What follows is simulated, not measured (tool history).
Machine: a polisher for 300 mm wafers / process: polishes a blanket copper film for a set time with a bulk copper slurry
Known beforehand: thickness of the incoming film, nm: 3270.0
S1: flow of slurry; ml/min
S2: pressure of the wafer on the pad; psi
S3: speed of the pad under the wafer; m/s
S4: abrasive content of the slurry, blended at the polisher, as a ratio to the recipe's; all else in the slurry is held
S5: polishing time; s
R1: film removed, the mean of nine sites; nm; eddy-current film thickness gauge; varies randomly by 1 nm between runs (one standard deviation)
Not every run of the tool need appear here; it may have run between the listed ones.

{"run": 1, "day": 0.0, "S1": 165, "S2": 3.5, "S3": 0.92, "S4": 1, "S5": 22, "R1": 184.7}
{"run": 2, "day": 0.362, "S1": 160, "S2": 3.3, "S3": 0.92, "S4": 1, "S5": 22, "R1": 174.16}
{"run": 3, "day": 0.617, "S1": 135, "S2": 3.3, "S3": 0.92, "S4": 1, "S5": 22, "R1": 171.35}
{"run": 4, "day": 0.708, "S1": 135, "S2": 3.1, "S3": 0.92, "S4": 1, "S5": 22, "R1": 160.71}
{"run": 5, "day": 0.788, "S1": 135, "S2": 3.1, "S3": 0.92, "S4": 0.9, "S5": 22, "R1": 158.99}
{"day": 0.838, "done": "slurry blender recalibrated"}
{"run": 6, "day": 0.838, "S1": 135, "S2": 2.9, "S3": 0.92, "S4": 0.9, "S5": 22, "R1": 161.26}

Run 7, settings as shown, results not yet in. Your forecast:
{"run": 7, "day": 0.988, "S1": 130, "S2": 2.7, "S3": 0.9, "S4": 0.9, "S5": 22, "R1": "?"}

Run 7 measured R1 142.04 nm.
